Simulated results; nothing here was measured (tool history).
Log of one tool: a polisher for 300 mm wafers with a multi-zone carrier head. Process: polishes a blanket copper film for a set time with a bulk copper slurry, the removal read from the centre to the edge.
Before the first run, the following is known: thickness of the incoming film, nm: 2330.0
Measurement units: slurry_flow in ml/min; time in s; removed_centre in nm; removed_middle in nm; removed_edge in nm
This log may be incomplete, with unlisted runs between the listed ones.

run	hour	slurry_flow	centre_zone	middle_zone	edge_zone	slurry_solids	time	removed_centre	removed_middle	removed_edge
1	0.0	195	1.00	1.00	1.00	1.00	34	515.80	510.94	496.63
2	5.8	195	1.00	0.96	1.00	1.00	34	515.03	493.82	501.88
3	8.4	180	1.00	0.93	0.97	0.95	34	504.71	472.04	488.56
4	9.8	180	1.00	0.93	1.01	0.95	34	508.90	471.84	497.31
5	12.0	180	1.00	1.00	1.01	0.95	34	505.76	506.86	492.00
6	20.2	170	1.00	0.96	0.98	0.90	34	493.84	475.36	478.71
7	23.7	160	1.00	0.93	0.97	0.90	34	490.05	462.16	484.91

Forecast run 8:
8	30.0	140	1.01	0.85	0.88	0.70	34	?	?	?

Run 8 gave removed_centre 464.30 nm, removed_middle 396.77 nm, removed_edge 431.66 nm.
